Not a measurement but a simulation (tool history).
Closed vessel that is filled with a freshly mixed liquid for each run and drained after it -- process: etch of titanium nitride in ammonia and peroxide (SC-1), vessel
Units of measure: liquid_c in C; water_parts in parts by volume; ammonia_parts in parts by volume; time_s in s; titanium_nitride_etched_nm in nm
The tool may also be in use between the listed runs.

run	day	liquid_c	water_parts	ammonia_parts	time_s	titanium_nitride_etched_nm
1	0	49	7	0.95	35	2.5688
2	0.258	50	7	0.95	35	2.7234
3	0.625	50	8	0.95	35	2.5721
4	0.771	50	7	0.95	35	2.7126
5	0.829	50.5	7	0.95	35	2.8165
6	1.096	51	7	0.95	35	2.9319
7	1.383	51.5	7	0.95	35	3.0312

Run 8, settings as shown, results not yet in. Your forecast:
8	1.458	52	7	0.95	35	?

titanium_nitride_etched_nm: 3.0929 nm
